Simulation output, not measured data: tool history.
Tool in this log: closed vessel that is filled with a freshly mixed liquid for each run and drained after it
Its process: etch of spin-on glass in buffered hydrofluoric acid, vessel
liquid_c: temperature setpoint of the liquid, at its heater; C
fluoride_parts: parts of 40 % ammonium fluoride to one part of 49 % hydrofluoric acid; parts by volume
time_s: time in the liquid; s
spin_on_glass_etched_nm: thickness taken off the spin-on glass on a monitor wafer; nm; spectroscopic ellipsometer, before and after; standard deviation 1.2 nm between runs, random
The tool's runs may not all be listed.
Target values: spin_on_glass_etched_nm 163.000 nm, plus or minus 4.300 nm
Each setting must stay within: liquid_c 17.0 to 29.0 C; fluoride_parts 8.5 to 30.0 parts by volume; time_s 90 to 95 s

Run 1, hour 0.0: liquid_c 21.0 C, fluoride_parts 23.5 parts by volume, time_s 90 s. Result: spin_on_glass_etched_nm 68.291 nm.
Run 2, hour 8.0: liquid_c 21.0 C, fluoride_parts 23.5 parts by volume, time_s 90 s. Result: spin_on_glass_etched_nm 68.812 nm.
Run 3, hour 13.8: liquid_c 21.0 C, fluoride_parts 19.0 parts by volume, time_s 90 s. Result: spin_on_glass_etched_nm 80.398 nm.
Run 4, hour 14.8: liquid_c 23.5 C, fluoride_parts 16.5 parts by volume, time_s 90 s. Result: spin_on_glass_etched_nm 106.320 nm.
Run 5, hour 19.5: liquid_c 25.5 C, fluoride_parts 16.5 parts by volume, time_s 90 s. Result: spin_on_glass_etched_nm 119.150 nm.
Run 6, hour 21.6: liquid_c 26.5 C, fluoride_parts 15.5 parts by volume, time_s 90 s. Result: spin_on_glass_etched_nm 133.020 nm.
Run 7, hour 23.7: liquid_c 29.0 C, fluoride_parts 14.0 parts by volume, time_s 90 s. Result: spin_on_glass_etched_nm 168.390 nm.
Run 8, hour 25.8: liquid_c 29.0 C, fluoride_parts 14.0 parts by volume, time_s 90 s. Result: spin_on_glass_etched_nm 168.950 nm.

Of the 5 settings listed for the next run, only one would bring every result within its allowed miss of target. Which one?
Run A, hour 27.9: liquid_c 26.5 C, fluoride_parts 12.5 parts by volume, time_s 90 s. Result: spin_on_glass_etched_nm ?.
Run B, hour 27.9: liquid_c 29.0 C, fluoride_parts 15.5 parts by volume, time_s 90 s. Result: spin_on_glass_etched_nm ?.
Run C, hour 27.9: liquid_c 24.0 C, fluoride_parts 11.5 parts by volume, time_s 90 s. Result: spin_on_glass_etched_nm ?.
Run D, hour 27.9: liquid_c 25.5 C, fluoride_parts 11.5 parts by volume, time_s 90 s. Result: spin_on_glass_etched_nm ?.
Run E, hour 27.9: liquid_c 27.0 C, fluoride_parts 12.0 parts by volume, time_s 90 s. Result: spin_on_glass_etched_nm ?.

move  spin_on_glass_etched_nm
   A                  165.050
   B                  152.750
   C                  156.400
   D                  169.670
   E                  176.440
A: each result inside its tolerance
B: pushes the last run's worst result past its target
C: pushes the last run's worst result past its target
D: further off than the last run
E: further off than the last run
So the answer is move A, the one that meets all the targets.
